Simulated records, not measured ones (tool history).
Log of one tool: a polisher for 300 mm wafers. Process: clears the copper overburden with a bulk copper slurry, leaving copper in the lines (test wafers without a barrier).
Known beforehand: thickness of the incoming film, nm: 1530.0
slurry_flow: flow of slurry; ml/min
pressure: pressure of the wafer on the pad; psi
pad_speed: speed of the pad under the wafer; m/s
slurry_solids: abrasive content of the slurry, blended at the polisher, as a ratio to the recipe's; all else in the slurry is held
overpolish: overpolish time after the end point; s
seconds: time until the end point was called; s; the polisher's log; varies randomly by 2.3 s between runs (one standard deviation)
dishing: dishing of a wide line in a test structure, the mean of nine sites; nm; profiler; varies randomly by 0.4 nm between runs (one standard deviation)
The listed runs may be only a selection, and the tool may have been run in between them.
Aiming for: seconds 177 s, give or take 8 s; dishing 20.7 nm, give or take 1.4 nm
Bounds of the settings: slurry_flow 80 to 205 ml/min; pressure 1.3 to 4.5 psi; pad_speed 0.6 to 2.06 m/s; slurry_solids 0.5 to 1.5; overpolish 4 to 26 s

run 1 hour=0 | slurry_flow=135 pressure=2.9 pad_speed=1.32 slurry_solids=1 overpolish=13 | seconds=146 dishing=61.486
run 2 hour=2.8 | slurry_flow=135 pressure=2.9 pad_speed=1.32 slurry_solids=1.1 overpolish=13 | seconds=146.17 dishing=62.567
run 3 hour=9.1 | slurry_flow=135 pressure=2.9 pad_speed=1 slurry_solids=1.1 overpolish=13 | seconds=193.65 dishing=51.39
run 4 hour=10.2 | slurry_flow=135 pressure=2.9 pad_speed=1 slurry_solids=1.1 overpolish=9 | seconds=186.75 dishing=38.939
run 5 hour=16 | slurry_flow=155 pressure=2.8 pad_speed=1.02 slurry_solids=0.9 overpolish=8 | seconds=191.59 dishing=35.046
run 6 hour=21.2 | slurry_flow=170 pressure=2.7 pad_speed=1.04 slurry_solids=0.8 overpolish=7 | seconds=193.45 dishing=32.235
run 7 hour=25.1 | slurry_flow=180 pressure=2.7 pad_speed=1.04 slurry_solids=0.7 overpolish=6 | seconds=197.22 dishing=26.393
run 8 hour=28.2 | slurry_flow=185 pressure=2.8 pad_speed=1.04 slurry_solids=0.65 overpolish=5 | seconds=194.54 dishing=22.595
-- hour=33.2 slurry nozzle cleaned
run 9 hour=33.2 | slurry_flow=185 pressure=2.9 pad_speed=1.04 slurry_solids=0.65 overpolish=5 | seconds=184.02 dishing=24.859
run 10 hour=38.8 | slurry_flow=190 pressure=2.9 pad_speed=1.04 slurry_solids=0.6 overpolish=5 | seconds=182.46 dishing=24.085
run 11 hour=42.1 | slurry_flow=195 pressure=2.9 pad_speed=1.04 slurry_solids=0.55 overpolish=5 | seconds=186.85 dishing=24.13
run 12 hour=45 | slurry_flow=200 pressure=2.9 pad_speed=1.08 slurry_solids=0.55 overpolish=5 | seconds=182.78 dishing=25.257
run 13 hour=46.1 | slurry_flow=185 pressure=3 pad_speed=1.06 slurry_solids=0.55 overpolish=5 | seconds=183.97 dishing=26.024
run 14 hour=53 | slurry_flow=190 pressure=2.8 pad_speed=1.08 slurry_solids=0.65 overpolish=5 | seconds=175.31 dishing=25.175
run 15 hour=53.9 | slurry_flow=195 pressure=2.6 pad_speed=1.1 slurry_solids=0.65 overpolish=5 | seconds=179.8 dishing=24.653

Which single option among these 5 for the next run brings every result within its allowed miss of target? Just one does.
run A hour=54.8 | slurry_flow=205 pressure=2.7 pad_speed=1.18 slurry_solids=0.75 overpolish=4 | seconds=? dishing=?
run B hour=54.8 | slurry_flow=205 pressure=2 pad_speed=1.38 slurry_solids=0.6 overpolish=7 | seconds=? dishing=?
run C hour=54.8 | slurry_flow=170 pressure=2.7 pad_speed=1.1 slurry_solids=0.7 overpolish=7 | seconds=? dishing=?
run D hour=54.8 | slurry_flow=195 pressure=2.3 pad_speed=1.3 slurry_solids=0.55 overpolish=4 | seconds=? dishing=?
run E hour=54.8 | slurry_flow=205 pressure=2.8 pad_speed=1.2 slurry_solids=0.7 overpolish=4 | seconds=? dishing=?

move=A seconds=157.12 dishing=23.097
move=B seconds=174.54 dishing=33.683
move=C seconds=176.01 dishing=33.884
move=D seconds=174.45 dishing=20.954
move=E seconds=153.52 dishing=23.6
A: gains on the last run, yet a result remains outside its allowed miss
B: lands further from the targets than the last run did
C: lands further from the targets than the last run did
D: all results in spec
E: no nearer and no further than the last run
D is the move that brings every result within its allowed miss.
